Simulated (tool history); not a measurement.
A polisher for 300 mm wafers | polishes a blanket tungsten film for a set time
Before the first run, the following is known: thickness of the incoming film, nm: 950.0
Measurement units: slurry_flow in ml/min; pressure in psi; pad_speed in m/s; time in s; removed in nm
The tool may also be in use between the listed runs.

run 1 hour=0 | slurry_flow=215 pressure=2.5 pad_speed=1 slurry_solids=1 time=80 | removed=303.63
run 2 hour=1.1 | slurry_flow=215 pressure=2.5 pad_speed=1.26 slurry_solids=1 time=80 | removed=386.73
run 3 hour=2.5 | slurry_flow=215 pressure=2.3 pad_speed=1.26 slurry_solids=1 time=80 | removed=353.15
run 4 hour=3.8 | slurry_flow=215 pressure=2.3 pad_speed=1.26 slurry_solids=0.85 time=80 | removed=356.3
run 5 hour=6.7 | slurry_flow=215 pressure=2.1 pad_speed=1.26 slurry_solids=0.85 time=80 | removed=321.98
run 6 hour=8.5 | slurry_flow=215 pressure=1.8 pad_speed=1.26 slurry_solids=0.85 time=80 | removed=273.73
run 7 hour=13.2 | slurry_flow=215 pressure=1.7 pad_speed=1.26 slurry_solids=0.85 time=80 | removed=267.66

Expected results for the next run?
run 8 hour=14.2 | slurry_flow=215 pressure=1.6 pad_speed=1.26 slurry_solids=0.85 time=80 | removed=?

For run 8 the tool returned removed 256.15 nm.
